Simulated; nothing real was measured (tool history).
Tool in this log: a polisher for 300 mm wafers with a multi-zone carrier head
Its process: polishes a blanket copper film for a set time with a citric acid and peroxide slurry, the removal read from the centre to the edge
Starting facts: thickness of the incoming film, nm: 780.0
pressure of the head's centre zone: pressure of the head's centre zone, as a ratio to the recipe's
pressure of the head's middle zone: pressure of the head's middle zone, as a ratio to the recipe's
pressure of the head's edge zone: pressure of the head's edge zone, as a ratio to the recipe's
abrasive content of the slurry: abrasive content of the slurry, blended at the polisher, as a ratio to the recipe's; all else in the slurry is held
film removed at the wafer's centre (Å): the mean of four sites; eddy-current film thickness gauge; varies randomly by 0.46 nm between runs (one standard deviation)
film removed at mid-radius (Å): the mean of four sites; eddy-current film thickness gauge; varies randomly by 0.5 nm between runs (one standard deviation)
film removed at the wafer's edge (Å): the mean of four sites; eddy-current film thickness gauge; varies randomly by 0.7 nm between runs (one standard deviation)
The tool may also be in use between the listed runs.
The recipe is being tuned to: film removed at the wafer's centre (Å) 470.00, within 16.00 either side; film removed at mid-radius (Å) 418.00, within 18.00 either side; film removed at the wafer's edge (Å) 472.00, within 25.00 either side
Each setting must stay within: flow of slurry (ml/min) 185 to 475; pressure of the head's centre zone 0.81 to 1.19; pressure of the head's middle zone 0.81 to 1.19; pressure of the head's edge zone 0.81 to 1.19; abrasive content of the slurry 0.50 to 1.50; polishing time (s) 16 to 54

run	hour	flow of slurry (ml/min)	pressure of the head's centre zone	pressure of the head's middle zone	pressure of the head's edge zone	abrasive content of the slurry	polishing time (s)	film removed at the wafer's centre (Å)	film removed at mid-radius (Å)	film removed at the wafer's edge (Å)
1	0.0	305	1.00	1.00	1.00	1.00	35	642.81	640.62	637.61
2	2.8	305	1.00	0.98	1.00	0.95	34	602.54	614.57	601.04
3	8.3	305	1.00	0.98	0.92	0.95	34	611.64	609.88	590.30
4	11.7	300	1.01	0.96	0.94	0.90	33	585.11	578.08	568.49
5	12.5	295	1.02	0.94	0.95	0.85	32	578.82	535.17	549.24
6	18.7	295	1.01	0.93	0.95	0.80	32	557.04	524.94	530.76
7	22.3	295	1.01	0.93	0.95	0.80	32	553.00	528.59	547.16
8	31.1	295	1.01	0.92	0.94	0.75	32	541.92	515.89	529.95
9	36.1	295	1.01	0.91	0.94	0.70	32	544.20	513.64	514.77

5 candidate next runs follow, results not yet known. Just one meets every target within its allowed miss. Identify it.
A	41.1	220	1.08	0.81	1.01	1.25	25	?	?	?
B	41.1	215	0.94	0.81	1.19	1.50	26	?	?	?
C	41.1	255	1.03	0.81	1.05	1.15	25	?	?	?
D	41.1	285	1.08	0.83	0.95	1.00	27	?	?	?
E	41.1	210	1.01	0.86	1.02	1.10	26	?	?	?

move	film removed at the wafer's centre (Å)	film removed at mid-radius (Å)	film removed at the wafer's edge (Å)
A	493.53	391.70	467.41
B	465.14	422.31	547.45
C	469.22	389.46	472.33
D	520.75	420.73	475.64
E	467.41	415.81	474.63
A: moves the result that the last run missed by most past its target, out the other side
B: meets the target for the result that was furthest off, but another lies outside its allowed miss
C: moves the result that the last run missed by most past its target, out the other side
D: meets the target for the result that was furthest off, but another lies outside its allowed miss
E: every result within its allowed miss
Go with E: it meets all targets.
